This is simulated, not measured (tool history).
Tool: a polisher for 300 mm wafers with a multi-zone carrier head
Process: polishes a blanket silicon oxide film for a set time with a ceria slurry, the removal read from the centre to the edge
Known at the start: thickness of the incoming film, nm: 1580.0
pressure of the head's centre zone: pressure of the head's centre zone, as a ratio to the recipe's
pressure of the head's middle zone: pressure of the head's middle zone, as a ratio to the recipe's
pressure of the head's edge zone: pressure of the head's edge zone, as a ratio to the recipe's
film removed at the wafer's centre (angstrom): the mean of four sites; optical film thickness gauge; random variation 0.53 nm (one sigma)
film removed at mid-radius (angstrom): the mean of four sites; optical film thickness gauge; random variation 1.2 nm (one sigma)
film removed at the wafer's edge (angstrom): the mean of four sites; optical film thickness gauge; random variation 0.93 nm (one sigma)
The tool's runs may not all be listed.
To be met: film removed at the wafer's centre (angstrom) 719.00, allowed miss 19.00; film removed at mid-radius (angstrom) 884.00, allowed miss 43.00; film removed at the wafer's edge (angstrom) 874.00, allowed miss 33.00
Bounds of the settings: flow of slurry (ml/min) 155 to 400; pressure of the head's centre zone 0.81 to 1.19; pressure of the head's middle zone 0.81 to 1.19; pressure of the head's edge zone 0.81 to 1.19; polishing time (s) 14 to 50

run	hour	flow of slurry (ml/min)	pressure of the head's centre zone	pressure of the head's middle zone	pressure of the head's edge zone	polishing time (s)	film removed at the wafer's centre (angstrom)	film removed at mid-radius (angstrom)	film removed at the wafer's edge (angstrom)
1	0.0	255	1.00	1.00	1.00	32	1232.00	1271.10	1235.00
2	2.0	255	0.92	1.00	1.00	32	1138.20	1280.90	1221.80
3	9.0	250	0.91	1.00	1.00	31	1092.90	1200.20	1190.40
4	9.8	250	0.91	1.00	1.05	31	1070.10	1235.30	1241.70
5	13.7	245	0.90	1.00	1.04	30	1030.40	1185.70	1176.80
6	17.3	245	0.90	1.00	0.98	30	1024.00	1163.80	1146.40
7	19.5	200	0.81	0.98	0.91	21	638.00	786.76	760.75
8	21.8	210	0.81	0.98	0.92	21	643.34	821.01	767.08
9	23.2	215	0.81	0.98	0.93	21	639.71	804.36	788.90
10	30.0	225	0.82	0.98	0.93	21	655.65	806.59	782.26
11	37.3	280	0.84	1.02	1.03	23	739.10	940.70	918.94
12	42.2	280	0.84	1.02	1.03	23	756.67	928.44	920.30

Which of these 4 next moves meets every target?
A	47.1	330	0.81	1.00	1.06	21	?	?	?
B	47.1	340	0.82	0.99	1.01	22	?	?	?
C	47.1	255	0.84	0.81	1.14	24	?	?	?
D	47.1	290	0.89	0.98	0.99	23	?	?	?

move	film removed at the wafer's centre (angstrom)	film removed at mid-radius (angstrom)	film removed at the wafer's edge (angstrom)
A	670.48	845.17	859.07
B	712.90	879.97	880.55
C	775.12	793.37	1004.40
D	798.21	900.28	902.98
A: takes the result that was furthest off past its target
B: meets every target
C: further off than the last run
D: further off than the last run
Answer: B

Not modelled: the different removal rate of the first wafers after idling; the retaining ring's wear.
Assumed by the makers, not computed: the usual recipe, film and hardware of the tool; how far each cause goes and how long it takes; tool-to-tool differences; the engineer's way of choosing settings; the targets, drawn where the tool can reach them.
